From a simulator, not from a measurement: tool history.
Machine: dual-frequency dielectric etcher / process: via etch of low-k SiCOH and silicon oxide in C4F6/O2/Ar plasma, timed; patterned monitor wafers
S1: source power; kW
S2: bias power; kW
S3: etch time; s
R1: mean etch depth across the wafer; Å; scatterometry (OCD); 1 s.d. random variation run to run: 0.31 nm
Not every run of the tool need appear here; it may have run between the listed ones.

run	hour	S1	S2	S3	R1
1	0	0.4	0.19	38	1070.4
2	7.3	0.42	0.195	38	1108.2
3	12	0.47	0.195	38	1171.1
4	14.2	0.48	0.196	38	1184.9
5	16.5	0.48	0.227	38	1234.4
6	23.2	0.48	0.206	38	1198

What does the tool deliver on the next run?
7	24.5	0.49	0.207	38	?

R1: 1215.5 Å
